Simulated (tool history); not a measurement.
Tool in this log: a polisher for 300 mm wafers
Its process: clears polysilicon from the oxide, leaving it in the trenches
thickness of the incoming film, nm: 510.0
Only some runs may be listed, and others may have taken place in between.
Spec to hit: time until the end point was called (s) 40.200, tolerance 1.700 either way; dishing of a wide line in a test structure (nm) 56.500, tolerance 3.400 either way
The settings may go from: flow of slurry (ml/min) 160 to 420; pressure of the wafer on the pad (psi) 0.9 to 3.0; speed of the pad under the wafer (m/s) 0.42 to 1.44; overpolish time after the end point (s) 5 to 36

| run | hour | flow of slurry (ml/min) | pressure of the wafer on the pad (psi) | speed of the pad under the wafer (m/s) | overpolish time after the end point (s) | time until the end point was called (s) | dishing of a wide line in a test structure (nm) |
|---|---|---|---|---|---|---|---|
| 1 | 0.0 | 270 | 1.9 | 0.92 | 18 | 50.978 | 52.529 |
| 2 | 1.1 | 270 | 2.0 | 0.92 | 19 | 50.284 | 54.984 |
| 3 | 3.2 | 270 | 2.1 | 0.92 | 18 | 47.323 | 53.111 |
| 4 | 11.0 | 270 | 1.9 | 0.92 | 18 | 52.723 | 55.875 |
| 5 | 17.3 | 270 | 1.9 | 0.92 | 13 | 53.525 | 50.260 |
| 6 | 20.2 | 270 | 2.0 | 0.92 | 15 | 48.755 | 52.227 |
| 7 | 28.3 | 270 | 2.1 | 0.92 | 17 | 46.691 | 53.685 |
| 8 | 29.2 | 270 | 2.2 | 0.92 | 18 | 46.335 | 55.745 |
| 9 | 34.0 | 270 | 2.3 | 0.92 | 17 | 44.242 | 55.708 |

Exercise: of the 5 proposed moves below, exactly one satisfies all targets within the stated allowed misses. Which move is it?
| A | 38.8 | 225 | 2.1 | 1.00 | 12 | ? | ? |
| B | 38.8 | 270 | 2.2 | 0.96 | 18 | ? | ? |
| C | 38.8 | 340 | 2.1 | 0.96 | 11 | ? | ? |
| D | 38.8 | 260 | 2.0 | 0.92 | 19 | ? | ? |
| E | 38.8 | 280 | 2.9 | 0.82 | 19 | ? | ? |

| move | time until the end point was called (s) | dishing of a wide line in a test structure (nm) |
|---|---|---|
| A | 43.619 | 51.487 |
| B | 42.659 | 55.387 |
| C | 43.417 | 50.374 |
| D | 48.418 | 54.940 |
| E | 38.900 | 56.064 |
A: better than the last run, though not everything is in spec
B: better than the last run, though not everything is in spec
C: better than the last run, though not everything is in spec
D: its largest miss is bigger than the last run's
E: each result inside its tolerance
Move E is the one to make.
